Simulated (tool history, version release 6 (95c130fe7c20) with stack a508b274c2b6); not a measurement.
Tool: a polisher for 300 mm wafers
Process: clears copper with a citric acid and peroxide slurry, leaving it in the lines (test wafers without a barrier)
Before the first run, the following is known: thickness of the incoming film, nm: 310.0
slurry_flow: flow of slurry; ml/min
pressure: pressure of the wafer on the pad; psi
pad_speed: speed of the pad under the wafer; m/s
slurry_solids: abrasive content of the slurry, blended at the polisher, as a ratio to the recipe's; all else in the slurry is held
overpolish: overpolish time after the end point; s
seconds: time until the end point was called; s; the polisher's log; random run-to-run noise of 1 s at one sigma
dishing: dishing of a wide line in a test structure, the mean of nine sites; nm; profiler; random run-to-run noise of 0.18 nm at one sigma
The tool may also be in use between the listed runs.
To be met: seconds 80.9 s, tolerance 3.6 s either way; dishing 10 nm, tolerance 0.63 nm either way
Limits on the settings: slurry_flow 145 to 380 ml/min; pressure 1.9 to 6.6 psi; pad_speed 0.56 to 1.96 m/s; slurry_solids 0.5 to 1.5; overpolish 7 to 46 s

| run | hour | slurry_flow | pressure | pad_speed | slurry_solids | overpolish | seconds | dishing |
|---|---|---|---|---|---|---|---|---|
| 1 | 0 | 245 | 4.2 | 1.26 | 1 | 24 | 74.116 | 12.607 |
| 2 | 3.9 | 245 | 4.2 | 1.14 | 1 | 24 | 81.162 | 13.009 |
| 3 | 6.8 | 225 | 3.8 | 1.3 | 0.9 | 21 | 81.489 | 12.288 |
| 4 | 8.9 | 225 | 3.8 | 1.3 | 1.05 | 21 | 78.046 | 12.49 |
| 5 | 12.2 | 275 | 3.8 | 1.3 | 1.05 | 21 | 74.516 | 12.471 |
| 6 | 18.3 | 220 | 3.8 | 1.3 | 1.05 | 21 | 76.563 | 12.874 |
|  | 23.9 | slurry nozzle cleaned |
| 7 | 23.9 | 250 | 3.8 | 1.32 | 0.95 | 19 | 73.007 | 12.497 |
| 8 | 31.7 | 270 | 3.5 | 1.42 | 0.85 | 24 | 74.175 | 12.66 |
| 9 | 33.9 | 245 | 3.5 | 1.44 | 0.8 | 21 | 77.912 | 12.94 |
| 10 | 42 | 270 | 3.2 | 1.4 | 0.95 | 18 | 76.918 | 12.25 |
| 11 | 49.9 | 290 | 2.9 | 1.38 | 1.05 | 16 | 79.295 | 12.556 |
| 12 | 55.6 | 290 | 3 | 1.36 | 0.95 | 14 | 82.13 | 11.746 |
| 13 | 57.1 | 290 | 3 | 1.36 | 0.95 | 14 | 80.617 | 11.865 |
| 14 | 63.9 | 310 | 3.1 | 1.34 | 0.85 | 13 | 82.714 | 11.834 |
| 15 | 70.5 | 325 | 3.2 | 1.32 | 0.8 | 12 | 86.177 | 12.163 |
| 16 | 72.1 | 325 | 3.2 | 1.32 | 0.8 | 12 | 85.074 | 11.858 |
| 17 | 74.9 | 335 | 3 | 1.34 | 0.85 | 11 | 86.549 | 11.544 |
| 18 | 79.5 | 345 | 2.8 | 1.36 | 0.95 | 10 | 85.225 | 11.211 |
| 19 | 81.9 | 380 | 1.9 | 1.44 | 1.2 | 7 | 92.727 | 9.1364 |
| 20 | 84.7 | 380 | 1.9 | 1.44 | 1.2 | 7 | 92.328 | 9.4453 |
| 21 | 91.2 | 375 | 2 | 1.44 | 1.2 | 7 | 91.175 | 9.4337 |
| 22 | 98.6 | 370 | 2.1 | 1.44 | 1.2 | 7 | 88.881 | 9.4268 |
| 23 | 105.6 | 365 | 2.2 | 1.44 | 1.2 | 7 | 85.242 | 9.7983 |

Below are 4 possible settings for the next run. Only one of them brings all results inside the allowed miss of their targets. Which is it?
| A | 112.6 | 380 | 2.1 | 1.4 | 1.25 | 7 | ? | ? |
| B | 112.6 | 380 | 2.3 | 1.46 | 1.2 | 7 | ? | ? |
| C | 112.6 | 290 | 4.6 | 0.86 | 1 | 9 | ? | ? |
| D | 112.6 | 380 | 1.9 | 1.38 | 1.4 | 7 | ? | ? |

| move | seconds | dishing |
|---|---|---|
| A | 89.421 | 9.5158 |
| B | 82.536 | 9.8639 |
| C | 94.278 | 10.45 |
| D | 92.578 | 9.3567 |
A: its largest miss is bigger than the last run's
B: in spec on every target
C: its largest miss is bigger than the last run's
D: its largest miss is bigger than the last run's
The move that meets every target is B.
